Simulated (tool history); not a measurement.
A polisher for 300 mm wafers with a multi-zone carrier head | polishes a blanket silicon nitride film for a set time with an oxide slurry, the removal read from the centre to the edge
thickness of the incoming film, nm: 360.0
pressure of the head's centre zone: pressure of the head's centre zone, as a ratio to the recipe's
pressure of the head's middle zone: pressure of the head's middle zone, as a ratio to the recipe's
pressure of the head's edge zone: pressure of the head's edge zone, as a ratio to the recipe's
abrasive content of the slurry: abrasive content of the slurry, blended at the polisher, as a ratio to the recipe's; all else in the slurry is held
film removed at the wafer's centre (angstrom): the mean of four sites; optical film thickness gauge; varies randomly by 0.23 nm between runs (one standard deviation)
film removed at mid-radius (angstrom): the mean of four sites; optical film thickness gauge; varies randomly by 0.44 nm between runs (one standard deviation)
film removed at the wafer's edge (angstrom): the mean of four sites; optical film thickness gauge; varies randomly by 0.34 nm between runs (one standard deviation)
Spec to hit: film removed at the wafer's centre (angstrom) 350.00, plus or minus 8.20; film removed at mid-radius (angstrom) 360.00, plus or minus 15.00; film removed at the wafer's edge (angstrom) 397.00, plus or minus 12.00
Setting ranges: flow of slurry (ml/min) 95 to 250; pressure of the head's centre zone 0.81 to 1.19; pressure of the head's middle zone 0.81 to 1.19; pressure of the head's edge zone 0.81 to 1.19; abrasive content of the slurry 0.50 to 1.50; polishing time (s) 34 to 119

| run | hour | flow of slurry (ml/min) | pressure of the head's centre zone | pressure of the head's middle zone | pressure of the head's edge zone | abrasive content of the slurry | polishing time (s) | film removed at the wafer's centre (angstrom) | film removed at mid-radius (angstrom) | film removed at the wafer's edge (angstrom) |
|---|---|---|---|---|---|---|---|---|---|---|
| 1 | 0.0 | 160 | 1.00 | 1.00 | 1.00 | 1.00 | 76 | 525.74 | 512.79 | 524.38 |
| 2 | 8.0 | 155 | 0.98 | 0.98 | 0.98 | 0.95 | 76 | 503.51 | 498.43 | 510.32 |
| 3 | 12.7 | 150 | 0.97 | 0.96 | 0.97 | 0.90 | 76 | 475.30 | 476.53 | 490.33 |
| 4 | 14.5 | 145 | 0.96 | 0.94 | 0.97 | 0.85 | 76 | 454.96 | 440.60 | 471.93 |
| 5 | 17.5 | 145 | 0.96 | 0.94 | 0.97 | 1.05 | 76 | 506.33 | 488.18 | 532.04 |
| 6 | 23.7 | 145 | 0.96 | 1.02 | 0.97 | 1.05 | 76 | 501.85 | 527.49 | 521.29 |
| 7 | 26.4 | 140 | 0.95 | 1.00 | 0.96 | 1.00 | 76 | 481.82 | 497.37 | 508.90 |
| 8 | 34.2 | 135 | 0.94 | 0.99 | 0.95 | 0.95 | 76 | 467.80 | 483.30 | 493.64 |
| 9 | 40.7 | 130 | 0.93 | 0.98 | 0.94 | 0.90 | 76 | 442.68 | 463.97 | 467.38 |
| 10 | 47.9 | 125 | 0.92 | 0.96 | 0.93 | 0.90 | 76 | 431.00 | 462.30 | 462.95 |
| 11 | 51.5 | 125 | 0.92 | 0.94 | 0.93 | 0.85 | 76 | 417.38 | 428.06 | 451.52 |
| 12 | 54.0 | 125 | 0.91 | 0.93 | 0.92 | 0.85 | 76 | 414.70 | 427.23 | 450.80 |
| 13 | 60.3 | 105 | 0.83 | 0.83 | 0.84 | 0.65 | 76 | 308.59 | 311.27 | 356.68 |
| 14 | 67.9 | 115 | 0.83 | 0.84 | 0.85 | 0.65 | 76 | 317.62 | 335.98 | 370.80 |
| 15 | 75.5 | 115 | 0.83 | 0.84 | 0.85 | 0.65 | 76 | 319.35 | 335.32 | 365.76 |
| 16 | 80.8 | 120 | 0.83 | 0.84 | 0.86 | 0.65 | 76 | 323.08 | 334.41 | 374.46 |
| 17 | 84.5 | 125 | 0.83 | 0.84 | 0.86 | 0.65 | 76 | 328.74 | 336.02 | 380.15 |
| 18 | 90.2 | 130 | 0.83 | 0.84 | 0.86 | 0.65 | 76 | 330.65 | 342.51 | 372.41 |
| 19 | 97.0 | 130 | 0.83 | 0.84 | 0.87 | 0.65 | 76 | 328.34 | 340.80 | 380.80 |
| 20 | 103.1 | 135 | 0.83 | 0.84 | 0.87 | 0.65 | 76 | 336.11 | 345.00 | 385.68 |
| 21 | 106.4 | 145 | 0.83 | 0.85 | 0.87 | 0.65 | 76 | 339.61 | 357.09 | 391.50 |

Of the 5 settings listed for the next run, only one would bring every result within its allowed miss of target. Which one?
| A | 109.7 | 200 | 0.86 | 0.82 | 0.89 | 0.80 | 67 | ? | ? | ? |
| B | 109.7 | 115 | 0.91 | 0.93 | 0.99 | 0.75 | 71 | ? | ? | ? |
| C | 109.7 | 130 | 0.83 | 0.85 | 0.88 | 0.80 | 66 | ? | ? | ? |
| D | 109.7 | 175 | 0.89 | 0.95 | 0.81 | 0.65 | 74 | ? | ? | ? |
| E | 109.7 | 125 | 0.94 | 0.88 | 0.92 | 0.75 | 71 | ? | ? | ? |

| move | film removed at the wafer's centre (angstrom) | film removed at mid-radius (angstrom) | film removed at the wafer's edge (angstrom) |
|---|---|---|---|
| A | 371.14 | 362.72 | 403.03 |
| B | 352.11 | 365.98 | 397.66 |
| C | 320.45 | 337.99 | 371.19 |
| D | 369.78 | 394.95 | 374.29 |
| E | 373.46 | 357.72 | 390.80 |
A: carries the result that was furthest off beyond its target, to the other side
B: each result inside its tolerance
C: lands further from the targets than the last run did
D: carries the result that was furthest off beyond its target, to the other side
E: carries the result that was furthest off beyond its target, to the other side
Correct choice: B, which meets every target
